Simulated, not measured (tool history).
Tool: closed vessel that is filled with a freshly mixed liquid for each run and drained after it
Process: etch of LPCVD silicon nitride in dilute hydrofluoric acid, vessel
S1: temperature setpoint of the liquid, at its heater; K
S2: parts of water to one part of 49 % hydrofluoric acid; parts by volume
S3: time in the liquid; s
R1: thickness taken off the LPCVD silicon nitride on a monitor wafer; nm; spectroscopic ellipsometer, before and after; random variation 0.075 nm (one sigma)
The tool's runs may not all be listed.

run	hour	S1	S2	S3	R1
1	0.0	298.15	230	3155	6.2753
2	1.7	301.15	230	3155	7.6173
3	9.7	298.15	230	3155	6.2203
4	11.4	299.15	230	3155	6.6178
5	16.7	299.15	275	3155	5.5118
6	24.6	300.15	270	3155	5.9533
7	33.3	301.15	265	3155	6.5684
8	37.5	301.15	265	3155	6.4819
9	40.9	301.65	260	3155	6.7883
10	43.7	302.15	255	3155	7.1254

The next listed run, before its measurement:
11	48.8	306.15	215	3160	?

Run 11 gave R1 10.6840 nm.

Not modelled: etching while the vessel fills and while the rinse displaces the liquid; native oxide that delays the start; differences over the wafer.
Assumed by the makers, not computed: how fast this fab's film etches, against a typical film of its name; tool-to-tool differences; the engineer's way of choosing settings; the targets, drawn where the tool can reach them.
